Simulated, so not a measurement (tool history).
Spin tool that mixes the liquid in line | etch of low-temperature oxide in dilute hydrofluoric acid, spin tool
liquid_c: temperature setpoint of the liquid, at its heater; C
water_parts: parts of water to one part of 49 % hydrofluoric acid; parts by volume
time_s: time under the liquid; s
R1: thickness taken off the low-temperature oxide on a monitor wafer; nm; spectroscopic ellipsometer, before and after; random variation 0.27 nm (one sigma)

Run 1, hour 0.0: liquid_c 21.0 C, water_parts 155 parts by volume, time_s 160 s. Result: R1 28.824 nm.
Run 2, hour 1.1: liquid_c 24.5 C, water_parts 155 parts by volume, time_s 160 s. Result: R1 33.153 nm.
Run 3, hour 8.4: liquid_c 26.0 C, water_parts 145 parts by volume, time_s 160 s. Result: R1 38.167 nm.
Run 4, hour 10.4: liquid_c 29.0 C, water_parts 145 parts by volume, time_s 160 s. Result: R1 42.912 nm.
Run 5, hour 16.4: liquid_c 29.0 C, water_parts 145 parts by volume, time_s 160 s. Result: R1 42.705 nm.
Run 6, hour 21.7: liquid_c 26.0 C, water_parts 145 parts by volume, time_s 160 s. Result: R1 38.022 nm.
Run 7, hour 28.5: liquid_c 29.0 C, water_parts 115 parts by volume, time_s 160 s. Result: R1 55.815 nm.
Run 8, hour 35.3: liquid_c 28.5 C, water_parts 115 parts by volume, time_s 160 s. Result: R1 54.474 nm.
Run 9, hour 39.9: liquid_c 28.0 C, water_parts 115 parts by volume, time_s 160 s. Result: R1 53.731 nm.

Forecast run 10:
Run 10, hour 43.0: liquid_c 27.5 C, water_parts 115 parts by volume, time_s 160 s. Result: R1 ?.

Run 10 gave R1 52.440 nm.

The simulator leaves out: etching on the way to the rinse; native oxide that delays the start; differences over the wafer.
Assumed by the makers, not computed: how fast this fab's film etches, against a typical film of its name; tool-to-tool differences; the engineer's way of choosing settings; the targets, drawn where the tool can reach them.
